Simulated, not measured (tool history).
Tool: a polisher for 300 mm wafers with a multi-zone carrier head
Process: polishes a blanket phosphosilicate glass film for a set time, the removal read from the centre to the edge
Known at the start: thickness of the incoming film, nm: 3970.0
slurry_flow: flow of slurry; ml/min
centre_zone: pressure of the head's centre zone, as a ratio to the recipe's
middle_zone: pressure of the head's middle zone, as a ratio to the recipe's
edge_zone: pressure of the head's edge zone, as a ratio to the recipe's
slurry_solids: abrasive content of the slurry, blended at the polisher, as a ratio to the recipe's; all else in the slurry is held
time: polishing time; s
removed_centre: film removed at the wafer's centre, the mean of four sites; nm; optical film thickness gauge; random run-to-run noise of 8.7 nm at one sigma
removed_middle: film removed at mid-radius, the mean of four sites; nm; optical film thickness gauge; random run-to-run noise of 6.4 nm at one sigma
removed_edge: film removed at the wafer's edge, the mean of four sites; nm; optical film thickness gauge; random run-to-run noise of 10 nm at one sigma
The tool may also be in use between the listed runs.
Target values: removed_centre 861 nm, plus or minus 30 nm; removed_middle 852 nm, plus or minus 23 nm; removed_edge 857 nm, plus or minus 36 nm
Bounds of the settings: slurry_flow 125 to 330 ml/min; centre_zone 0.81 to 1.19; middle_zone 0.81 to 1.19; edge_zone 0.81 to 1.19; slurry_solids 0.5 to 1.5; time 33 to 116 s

| run | day | slurry_flow | centre_zone | middle_zone | edge_zone | slurry_solids | time | removed_centre | removed_middle | removed_edge |
|---|---|---|---|---|---|---|---|---|---|---|
| 1 | 0 | 210 | 1 | 1 | 1 | 1 | 74 | 519.72 | 541.01 | 533.1 |
| 2 | 0.104 | 235 | 1 | 1 | 1 | 1 | 74 | 534.14 | 544.76 | 536.78 |
| 3 | 0.183 | 235 | 1 | 1.03 | 1 | 1 | 74 | 549.58 | 548.7 | 532.07 |
| 4 | 0.246 | 230 | 1 | 1.03 | 1.01 | 1.05 | 76 | 561.96 | 576.29 | 570.14 |
| 5 | 0.479 | 230 | 1.01 | 1.04 | 1.01 | 1.1 | 77 | 589.52 | 599.7 | 586.5 |
| 6 | 0.558 | 230 | 1.02 | 1.05 | 1.02 | 1.15 | 78 | 621.98 | 627.58 | 600.68 |
| 7 | 0.917 | 230 | 1.02 | 1.05 | 1.03 | 1.2 | 79 | 633.8 | 647.25 | 627.25 |
| 8 | 1.171 | 230 | 1.03 | 1.05 | 1.04 | 1.25 | 80 | 663.96 | 669.11 | 652.67 |
| 9 | 1.517 | 230 | 1.03 | 1.05 | 1.05 | 1.3 | 81 | 697.63 | 696.39 | 674.29 |
| 10 | 1.662 | 230 | 1.03 | 1.05 | 1.06 | 1.3 | 82 | 687.1 | 695 | 688.46 |

Exercise: of the 4 proposed moves below, exactly one satisfies all targets within the stated allowed misses. Which move is it?
| A | 1.808 | 215 | 0.93 | 0.99 | 1.14 | 1.25 | 110 | ? | ? | ? |
| B | 1.808 | 235 | 0.97 | 1 | 1.15 | 1.35 | 74 | ? | ? | ? |
| C | 1.808 | 215 | 1.03 | 1.01 | 1.01 | 1.35 | 102 | ? | ? | ? |
| D | 1.808 | 255 | 1.05 | 1.09 | 0.94 | 1.4 | 100 | ? | ? | ? |

| move | removed_centre | removed_middle | removed_edge |
|---|---|---|---|
| A | 810.27 | 879.81 | 917.86 |
| B | 592.76 | 622.99 | 646.08 |
| C | 849.65 | 853.08 | 844.19 |
| D | 882.53 | 909.98 | 834.69 |
A: takes the biggest miss from the last run beyond its target
B: misses by more than the last run did
C: all results in spec
D: takes the biggest miss from the last run beyond its target
So the answer is move C, the one that meets all the targets.

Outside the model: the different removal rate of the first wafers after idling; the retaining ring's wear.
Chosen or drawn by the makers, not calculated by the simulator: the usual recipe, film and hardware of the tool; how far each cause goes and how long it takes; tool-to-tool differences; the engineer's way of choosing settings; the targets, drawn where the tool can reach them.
